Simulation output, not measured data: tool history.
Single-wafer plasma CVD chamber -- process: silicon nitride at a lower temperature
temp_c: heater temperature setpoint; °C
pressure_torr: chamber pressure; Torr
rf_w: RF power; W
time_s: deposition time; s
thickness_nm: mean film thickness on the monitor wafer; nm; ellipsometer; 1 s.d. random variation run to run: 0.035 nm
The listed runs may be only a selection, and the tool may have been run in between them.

run,day,temp_c,pressure_torr,rf_w,time_s,thickness_nm
1,0.000,365,1.74,290,9.6,11.5670
2,0.221,365,1.74,290,9.1,10.9400
3,0.312,365,1.66,290,9.1,10.8290
4,0.667,365,1.66,315,9.1,11.6460
5,0.842,357,1.66,315,9.1,11.6510
6,1.079,357,1.66,355,9.1,12.8810
7,1.154,357,1.57,345,9.1,12.4640
8,1.367,357,1.57,345,9.1,12.4380
9,1.550,357,1.50,335,9.1,12.0580
10,1.604,357,1.44,325,9.1,11.6220
11,1.708,357,1.39,320,9.1,11.4200
12,1.921,357,1.34,315,9.1,11.1930
13,2.096,357,1.05,280,9.1,9.6948

Expected results for the next run?
14,2.412,357,1.08,280,9.1,?

{"run 14": {"thickness_nm": 9.6842}}

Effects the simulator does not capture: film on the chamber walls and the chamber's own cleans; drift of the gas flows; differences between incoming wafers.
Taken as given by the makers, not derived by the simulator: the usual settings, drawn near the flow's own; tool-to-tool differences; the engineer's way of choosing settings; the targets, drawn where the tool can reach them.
